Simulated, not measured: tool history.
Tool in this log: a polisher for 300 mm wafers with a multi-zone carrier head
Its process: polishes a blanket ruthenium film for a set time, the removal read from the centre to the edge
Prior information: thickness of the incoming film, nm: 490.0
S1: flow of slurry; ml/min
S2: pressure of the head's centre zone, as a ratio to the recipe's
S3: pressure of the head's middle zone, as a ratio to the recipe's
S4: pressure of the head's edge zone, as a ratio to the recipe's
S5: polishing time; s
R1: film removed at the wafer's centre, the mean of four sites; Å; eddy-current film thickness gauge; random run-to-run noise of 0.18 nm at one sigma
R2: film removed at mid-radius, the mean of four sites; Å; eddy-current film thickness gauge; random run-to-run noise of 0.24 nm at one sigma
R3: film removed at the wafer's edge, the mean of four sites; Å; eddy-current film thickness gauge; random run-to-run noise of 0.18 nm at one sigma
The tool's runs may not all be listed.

run,hour,S1,S2,S3,S4,S5,R1,R2,R3
1,0,205,1,1,1,55,559.68,559.68,549.9
2,8.9,165,1,1,1,55,527.24,537.82,539.07
3,12,165,1.05,1,1,55,569.11,535.38,542.88
4,20.4,160,1.02,0.96,0.99,48,474.85,452.73,468.31
5,28.3,155,0.99,0.93,0.98,43,400.88,391.22,415.12
6,32.6,150,0.97,0.91,0.96,40,367.83,355.92,380.93
7,36.4,145,0.94,0.89,0.94,38,335.2,332.67,355.83
8,38.8,140,0.93,0.87,0.93,37,318.93,318.56,341.1
9,39.6,135,0.92,0.86,0.93,36,301.51,301.2,333.29
10,46.2,135,0.92,0.86,0.93,36,307.2,294.46,334.47
11,47.3,135,0.9,0.85,0.91,36,297.54,300.92,328.04
12,53.8,135,0.89,0.84,0.91,35,285.96,289.19,319.74
13,59.1,135,0.89,0.83,0.91,35,289.68,285.38,321.98
14,65.4,135,0.88,0.83,0.9,35,283.94,287.47,318.14

Run 15, settings as shown, results not yet in. Your forecast:
15,68.8,135,0.88,0.83,0.9,34,?,?,?

R1: 276.41 Å
R2: 278.9 Å
R3: 308.17 Å
